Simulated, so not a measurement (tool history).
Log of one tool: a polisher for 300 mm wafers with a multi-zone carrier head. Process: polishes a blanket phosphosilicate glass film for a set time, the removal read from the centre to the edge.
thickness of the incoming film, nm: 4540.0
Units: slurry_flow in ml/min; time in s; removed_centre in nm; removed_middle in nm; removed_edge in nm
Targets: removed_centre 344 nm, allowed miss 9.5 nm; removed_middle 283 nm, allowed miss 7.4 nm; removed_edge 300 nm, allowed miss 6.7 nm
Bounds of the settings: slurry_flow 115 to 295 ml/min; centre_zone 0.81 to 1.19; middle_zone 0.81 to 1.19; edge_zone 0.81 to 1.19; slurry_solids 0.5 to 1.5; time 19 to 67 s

run 1 hour=0 | slurry_flow=190 centre_zone=1 middle_zone=1 edge_zone=1 slurry_solids=1 time=43 | removed_centre=268.65 removed_middle=276.5 removed_edge=274.1
run 2 hour=6.1 | slurry_flow=190 centre_zone=1.08 middle_zone=1 edge_zone=1 slurry_solids=1 time=43 | removed_centre=290.97 removed_middle=272.71 removed_edge=274.8
run 3 hour=7 | slurry_flow=190 centre_zone=1.08 middle_zone=1 edge_zone=1 slurry_solids=1 time=33 | removed_centre=223.58 removed_middle=210.66 removed_edge=211.17
run 4 hour=14.4 | slurry_flow=190 centre_zone=1.08 middle_zone=1 edge_zone=1 slurry_solids=0.9 time=33 | removed_centre=212.72 removed_middle=202.02 removed_edge=203.44
run 5 hour=16.8 | slurry_flow=200 centre_zone=1.1 middle_zone=1 edge_zone=1.03 slurry_solids=1 time=33 | removed_centre=227.67 removed_middle=209.67 removed_edge=213.32
run 6 hour=24.4 | slurry_flow=205 centre_zone=1.11 middle_zone=1 edge_zone=1.05 slurry_solids=1.1 time=34 | removed_centre=247.37 removed_middle=225.54 removed_edge=232.06
run 7 hour=26.6 | slurry_flow=255 centre_zone=1.19 middle_zone=0.99 edge_zone=1.11 slurry_solids=1.35 time=34 | removed_centre=290.32 removed_middle=249.7 removed_edge=257.83
run 8 hour=31.1 | slurry_flow=255 centre_zone=1.19 middle_zone=0.93 edge_zone=1.06 slurry_solids=1.5 time=40 | removed_centre=354.02 removed_middle=286.5 removed_edge=312.46
run 9 hour=34.3 | slurry_flow=255 centre_zone=1.19 middle_zone=0.93 edge_zone=1.05 slurry_solids=1.5 time=40 | removed_centre=357.26 removed_middle=286.2 removed_edge=312.69
run 10 hour=35.9 | slurry_flow=250 centre_zone=1.19 middle_zone=0.93 edge_zone=1.04 slurry_solids=1.5 time=40 | removed_centre=352.82 removed_middle=284.78 removed_edge=307.77
run 11 hour=37.1 | slurry_flow=245 centre_zone=1.19 middle_zone=0.93 edge_zone=1.03 slurry_solids=1.5 time=40 | removed_centre=355.28 removed_middle=284.08 removed_edge=305.95

5 next moves are on the table. One of them brings every result within its allowed miss. Which?
run A hour=38.3 | slurry_flow=280 centre_zone=1.19 middle_zone=0.88 edge_zone=0.95 slurry_solids=1.5 time=42 | removed_centre=? removed_middle=? removed_edge=?
run B hour=38.3 | slurry_flow=265 centre_zone=1.19 middle_zone=0.92 edge_zone=0.98 slurry_solids=1.5 time=41 | removed_centre=? removed_middle=? removed_edge=?
run C hour=38.3 | slurry_flow=195 centre_zone=1.18 middle_zone=0.95 edge_zone=1.02 slurry_solids=1.5 time=40 | removed_centre=? removed_middle=? removed_edge=?
run D hour=38.3 | slurry_flow=235 centre_zone=1.18 middle_zone=0.88 edge_zone=1 slurry_solids=1.35 time=44 | removed_centre=? removed_middle=? removed_edge=?
run E hour=38.3 | slurry_flow=120 centre_zone=1.11 middle_zone=0.91 edge_zone=1.02 slurry_solids=1.35 time=47 | removed_centre=? removed_middle=? removed_edge=?

move=A removed_centre=372.28 removed_middle=286.34 removed_edge=312.77
move=B removed_centre=361.49 removed_middle=288.11 removed_edge=308.54
move=C removed_centre=337.93 removed_middle=279.65 removed_edge=299.81
move=D removed_centre=366.43 removed_middle=284.78 removed_edge=320.1
move=E removed_centre=337.74 removed_middle=289.5 removed_edge=326.37
A: further off than the last run
B: further off than the last run
C: meets every target
D: further off than the last run
E: brings the result that was furthest off to its target, and leaves another outside
The right move is C.
